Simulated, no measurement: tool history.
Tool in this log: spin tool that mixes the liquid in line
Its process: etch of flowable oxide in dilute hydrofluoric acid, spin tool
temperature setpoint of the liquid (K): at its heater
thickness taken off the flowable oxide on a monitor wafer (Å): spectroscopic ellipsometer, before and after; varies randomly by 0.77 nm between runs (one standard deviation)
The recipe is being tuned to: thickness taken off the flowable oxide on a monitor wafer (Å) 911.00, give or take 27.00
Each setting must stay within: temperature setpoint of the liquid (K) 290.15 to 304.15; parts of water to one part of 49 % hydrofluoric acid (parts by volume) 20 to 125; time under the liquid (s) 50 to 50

run    day  temperature setpoint of the liquid (K)  parts of water to one part of 49 % hydrofluoric acid (parts by volume)  time under the liquid (s)  thickness taken off the flowable oxide on a monitor wafer (Å)
  1  0.000                                  296.15                                                                      70                         50                                                         443.00
  2  0.221                                  297.15                                                                      65                         50                                                         506.19
  3  0.571                                  297.15                                                                      45                         50                                                         735.61
  4  0.733                                  297.15                                                                      55                         50                                                         604.20
  5  1.079                                  297.15                                                                      35                         50                                                         970.60
  6  1.317                                  297.15                                                                      20                         50                                                        1735.80
  7  1.496                                  296.65                                                                      25                         50                                                        1358.60
  8  1.629                                  292.65                                                                      25                         50                                                        1143.80
  9  1.783                                  292.15                                                                      25                         50                                                        1101.60
 10  2.050                                  291.65                                                                      25                         50                                                        1086.60
 11  2.096                                  290.15                                                                      35                         50                                                         726.93
 12  2.208                                  293.15                                                                      35                         50                                                         823.95
 13  2.525                                  293.65                                                                      35                         50                                                         844.07

Pick the move, out of 5, that brings all results within their allowed miss; only one does.
  A  2.842                                  291.65                                                                      30                         50                                                              ?
  B  2.842                                  293.15                                                                      30                         50                                                              ?
  C  2.842                                  293.65                                                                      30                         50                                                              ?
  D  2.842                                  292.65                                                                      35                         50                                                              ?
  E  2.842                                  295.65                                                                      40                         50                                                              ?

move  thickness taken off the flowable oxide on a monitor wafer (Å)
   A                                                         893.24
   B                                                         953.23
   C                                                         973.96
   D                                                         794.86
   E                                                         785.26
A: all results land within tolerance of their targets
B: moves the result that the last run missed by most past its target, out the other side
C: moves the result that the last run missed by most past its target, out the other side
D: further off than the last run
E: further off than the last run
So the answer is move A, the one that meets all the targets.
